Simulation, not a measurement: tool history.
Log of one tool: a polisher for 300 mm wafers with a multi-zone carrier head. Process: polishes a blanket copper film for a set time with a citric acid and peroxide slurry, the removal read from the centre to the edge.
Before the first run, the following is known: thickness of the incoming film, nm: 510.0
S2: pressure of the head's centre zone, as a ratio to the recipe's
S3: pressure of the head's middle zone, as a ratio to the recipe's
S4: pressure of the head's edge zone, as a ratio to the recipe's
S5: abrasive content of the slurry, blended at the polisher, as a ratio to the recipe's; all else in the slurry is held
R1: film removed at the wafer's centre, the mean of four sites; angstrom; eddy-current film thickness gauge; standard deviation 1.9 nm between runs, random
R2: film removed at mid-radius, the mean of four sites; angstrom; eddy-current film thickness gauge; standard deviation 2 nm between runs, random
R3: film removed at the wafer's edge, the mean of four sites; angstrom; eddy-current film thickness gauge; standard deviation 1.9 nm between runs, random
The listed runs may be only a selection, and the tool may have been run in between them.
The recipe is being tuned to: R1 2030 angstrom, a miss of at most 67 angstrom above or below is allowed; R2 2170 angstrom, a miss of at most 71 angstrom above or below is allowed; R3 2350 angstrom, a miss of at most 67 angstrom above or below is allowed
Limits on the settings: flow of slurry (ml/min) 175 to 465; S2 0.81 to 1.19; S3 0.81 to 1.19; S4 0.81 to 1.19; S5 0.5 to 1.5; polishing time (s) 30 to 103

{"run": 1, "hour": 0.0, "flow of slurry (ml/min)": 295, "S2": 1, "S3": 1, "S4": 1, "S5": 1, "polishing time (s)": 66, "R1": 1586.4, "R2": 1560.8, "R3": 1529.5}
{"run": 2, "hour": 4.3, "flow of slurry (ml/min)": 295, "S2": 0.98, "S3": 1, "S4": 1.03, "S5": 1.1, "polishing time (s)": 69, "R1": 1657.5, "R2": 1675.3, "R3": 1651}
{"run": 3, "hour": 12.5, "flow of slurry (ml/min)": 295, "S2": 1.03, "S3": 1, "S4": 1.03, "S5": 1.1, "polishing time (s)": 69, "R1": 1783.8, "R2": 1676.8, "R3": 1646.5}
{"run": 4, "hour": 19.4, "flow of slurry (ml/min)": 295, "S2": 1.03, "S3": 1, "S4": 1.12, "S5": 1.1, "polishing time (s)": 69, "R1": 1753.3, "R2": 1687.7, "R3": 1747.9}
{"run": 5, "hour": 24.5, "flow of slurry (ml/min)": 295, "S2": 1.01, "S3": 1, "S4": 1.13, "S5": 1.15, "polishing time (s)": 71, "R1": 1787.1, "R2": 1758.8, "R3": 1799.9}
{"run": 6, "hour": 29.8, "flow of slurry (ml/min)": 295, "S2": 1.01, "S3": 1.06, "S4": 1.13, "S5": 1.15, "polishing time (s)": 71, "R1": 1799.8, "R2": 1824.5, "R3": 1775.1}
{"run": 7, "hour": 37.1, "flow of slurry (ml/min)": 300, "S2": 0.99, "S3": 1.04, "S4": 1.14, "S5": 1.2, "polishing time (s)": 73, "R1": 1834.7, "R2": 1859.2, "R3": 1907.4}
{"run": 8, "hour": 39.0, "flow of slurry (ml/min)": 310, "S2": 0.98, "S3": 1.05, "S4": 1.15, "S5": 1.25, "polishing time (s)": 74, "R1": 1826.1, "R2": 1930.2, "R3": 1932.6}

Exercise: of the 5 proposed moves below, exactly one satisfies all targets within the stated allowed misses. Which move is it?
{"run": "A", "hour": 40.9, "flow of slurry (ml/min)": 300, "S2": 1.09, "S3": 1.11, "S4": 1.11, "S5": 1.4, "polishing time (s)": 60, "R1": "?", "R2": "?", "R3": "?"}
{"run": "B", "hour": 40.9, "flow of slurry (ml/min)": 320, "S2": 1.03, "S3": 1, "S4": 1.19, "S5": 1.05, "polishing time (s)": 88, "R1": "?", "R2": "?", "R3": "?"}
{"run": "C", "hour": 40.9, "flow of slurry (ml/min)": 245, "S2": 0.91, "S3": 0.98, "S4": 1.17, "S5": 1.3, "polishing time (s)": 89, "R1": "?", "R2": "?", "R3": "?"}
{"run": "D", "hour": 40.9, "flow of slurry (ml/min)": 305, "S2": 0.85, "S3": 0.88, "S4": 1.19, "S5": 1.15, "polishing time (s)": 98, "R1": "?", "R2": "?", "R3": "?"}
{"run": "E", "hour": 40.9, "flow of slurry (ml/min)": 395, "S2": 1.11, "S3": 1.19, "S4": 0.98, "S5": 1.05, "polishing time (s)": 62, "R1": "?", "R2": "?", "R3": "?"}

move=A R1=1727.2 R2=1685 R3=1553.9
move=B R1=2256.7 R2=2133.2 R3=2228
move=C R1=2042.2 R2=2159.4 R3=2289.9
move=D R1=2100.2 R2=2170.5 R3=2527
move=E R1=1751.9 R2=1776.3 R3=1440.8
A: misses by more than the last run did
B: an improvement on the last run, though not all results are within tolerance
C: every result lands within tolerance
D: takes the biggest miss from the last run beyond its target
E: misses by more than the last run did
Correct choice: C, which meets every target

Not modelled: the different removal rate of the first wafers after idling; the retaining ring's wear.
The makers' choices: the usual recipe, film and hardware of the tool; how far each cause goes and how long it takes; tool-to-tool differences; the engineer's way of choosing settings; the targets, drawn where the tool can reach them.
